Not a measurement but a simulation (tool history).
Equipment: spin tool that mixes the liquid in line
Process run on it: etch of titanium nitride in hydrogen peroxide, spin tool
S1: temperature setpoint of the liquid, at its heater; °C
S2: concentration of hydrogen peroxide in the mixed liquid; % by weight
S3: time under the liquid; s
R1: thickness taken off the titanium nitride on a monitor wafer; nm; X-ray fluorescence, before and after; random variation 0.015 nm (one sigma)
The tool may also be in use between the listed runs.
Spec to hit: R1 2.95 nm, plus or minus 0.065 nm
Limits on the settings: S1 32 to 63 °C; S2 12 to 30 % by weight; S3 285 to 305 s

run  hour    S1    S2   S3      R1
  1     0    47    22  285  7.6632
  2   6.3    47    22  305  8.2652
  3   7.6  44.5    22  305  6.8344
  4   9.9  44.5    22  305  6.8456
  5  11.5  50.5    22  305  10.635
  6  15.9    44    22  305  6.5821
  7  21.5    36  21.5  305  3.5337
  8  26.3  35.5  21.5  305  3.4109
  9  31.8    35  21.5  305  3.3098
 10  32.8    34  21.5  305  3.0319

Pick the move, out of 4, that brings all results within their allowed miss; only one does.
  A  33.8  34.5  21.5  305   ?
  B  33.8  34.5  21.5  285   ?
  C  33.8    34    19  295   ?
  D  33.8    34  22.5  285   ?

move      R1
   A  3.1529
   B  2.9462
   C  2.8536
   D  2.8588
A: lands further from the targets than the last run did
B: each result inside its tolerance
C: takes the biggest miss from the last run beyond its target
D: takes the biggest miss from the last run beyond its target
The move that meets every target is B.
